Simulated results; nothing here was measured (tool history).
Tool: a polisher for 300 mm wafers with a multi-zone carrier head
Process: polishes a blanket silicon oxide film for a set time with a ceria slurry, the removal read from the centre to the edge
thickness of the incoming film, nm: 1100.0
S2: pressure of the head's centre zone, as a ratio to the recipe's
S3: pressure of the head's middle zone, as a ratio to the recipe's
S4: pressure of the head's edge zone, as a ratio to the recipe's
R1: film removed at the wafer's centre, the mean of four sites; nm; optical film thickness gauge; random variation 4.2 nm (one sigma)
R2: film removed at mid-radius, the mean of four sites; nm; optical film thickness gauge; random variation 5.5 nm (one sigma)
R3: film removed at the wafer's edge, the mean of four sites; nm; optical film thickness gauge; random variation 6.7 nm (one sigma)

Run 1, hour 0: flow of slurry (ml/min) 300, S2 1, S3 1, S4 1, polishing time (s) 80. Result: R1 342.39 nm, R2 329.44 nm, R3 365.07 nm.
Run 2, hour 2.1: flow of slurry (ml/min) 300, S2 1.03, S3 1.02, S4 1.03, polishing time (s) 84. Result: R1 373.16 nm, R2 357.98 nm, R3 376.11 nm.
Run 3, hour 6.5: flow of slurry (ml/min) 305, S2 1.03, S3 1, S4 1.04, polishing time (s) 89. Result: R1 397.58 nm, R2 366.1 nm, R3 399.85 nm.
Run 4, hour 14.3: flow of slurry (ml/min) 305, S2 1.03, S3 1, S4 0.97, polishing time (s) 89. Result: R1 399.86 nm, R2 361.43 nm, R3 402.71 nm.
At hour 15.3: slurry nozzle cleaned.
Run 5, hour 15.3: flow of slurry (ml/min) 340, S2 1.03, S3 1, S4 0.97, polishing time (s) 89. Result: R1 414.24 nm, R2 389.81 nm, R3 402.17 nm.
Run 6, hour 19.9: flow of slurry (ml/min) 335, S2 1.02, S3 0.99, S4 0.97, polishing time (s) 92. Result: R1 424.72 nm, R2 391.8 nm, R3 404.12 nm.

Run 7 comes next. What will it give?
Run 7, hour 28.9: flow of slurry (ml/min) 305, S2 1.03, S3 1.01, S4 0.98, polishing time (s) 94. Result: R1 ?, R2 ?, R3 ?.

Run 7 gave R1 434.14 nm, R2 406.88 nm, R3 421.33 nm.
